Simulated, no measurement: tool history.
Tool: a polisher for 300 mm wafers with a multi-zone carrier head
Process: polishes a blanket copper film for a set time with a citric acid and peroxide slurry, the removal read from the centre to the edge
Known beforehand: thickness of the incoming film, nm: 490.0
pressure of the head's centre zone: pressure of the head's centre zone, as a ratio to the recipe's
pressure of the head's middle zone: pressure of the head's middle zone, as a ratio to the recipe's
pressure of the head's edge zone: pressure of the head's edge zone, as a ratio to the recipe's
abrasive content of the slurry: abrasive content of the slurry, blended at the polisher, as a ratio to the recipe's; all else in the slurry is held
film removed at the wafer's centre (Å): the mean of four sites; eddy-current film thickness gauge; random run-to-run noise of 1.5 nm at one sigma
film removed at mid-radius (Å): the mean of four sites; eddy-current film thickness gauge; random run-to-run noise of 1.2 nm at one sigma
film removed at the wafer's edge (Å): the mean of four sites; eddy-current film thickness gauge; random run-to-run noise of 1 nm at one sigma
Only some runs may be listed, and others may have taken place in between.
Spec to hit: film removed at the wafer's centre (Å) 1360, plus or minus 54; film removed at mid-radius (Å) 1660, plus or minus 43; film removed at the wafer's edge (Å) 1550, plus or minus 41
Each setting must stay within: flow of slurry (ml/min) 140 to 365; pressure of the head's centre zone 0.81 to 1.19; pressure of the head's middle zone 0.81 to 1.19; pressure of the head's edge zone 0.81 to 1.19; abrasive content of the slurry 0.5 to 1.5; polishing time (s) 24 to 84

run	day	flow of slurry (ml/min)	pressure of the head's centre zone	pressure of the head's middle zone	pressure of the head's edge zone	abrasive content of the slurry	polishing time (s)	film removed at the wafer's centre (Å)	film removed at mid-radius (Å)	film removed at the wafer's edge (Å)
1	0	235	1	1	1	1	54	1308	1481	1496.6
2	0.171	235	0.95	1	1	1	54	1240.1	1456.6	1492.4
3	0.208	235	0.95	1	0.93	1	54	1242.5	1458	1430.3
4	0.504	250	0.96	1.02	0.95	1	54	1275.7	1520.1	1450.9
# day 0.562: centre zone pressure recalibrated
5	0.562	265	0.96	1.03	0.97	1	54	1440.3	1527.2	1484.9
6	0.621	250	0.96	1.05	0.98	1.05	54	1470.9	1560.2	1505.7
7	0.712	230	0.94	1.06	0.97	1.05	55	1444	1570.8	1486.3
8	0.896	215	0.91	1.06	0.95	1.1	57	1451.4	1643.5	1550.8

Which one of the following 4 next-run settings gets every result inside its allowed miss? There is exactly one.
A	1.079	275	1.03	1.14	1.01	1.35	50	?	?	?
B	1.079	210	1.01	1.11	1.07	1.5	50	?	?	?
C	1.079	260	0.83	1.01	0.85	1.05	59	?	?	?
D	1.079	230	1.02	1.1	1.04	1.1	54	?	?	?

move	film removed at the wafer's centre (Å)	film removed at mid-radius (Å)	film removed at the wafer's edge (Å)
A	1594.4	1702.1	1534.7
B	1549.7	1656.3	1586.7
C	1389.7	1668.2	1542.3
D	1562.1	1637.9	1554.1
A: moves away from the targets compared with the last run
B: moves away from the targets compared with the last run
C: meets every target
D: moves away from the targets compared with the last run
Correct choice: C, which meets every target
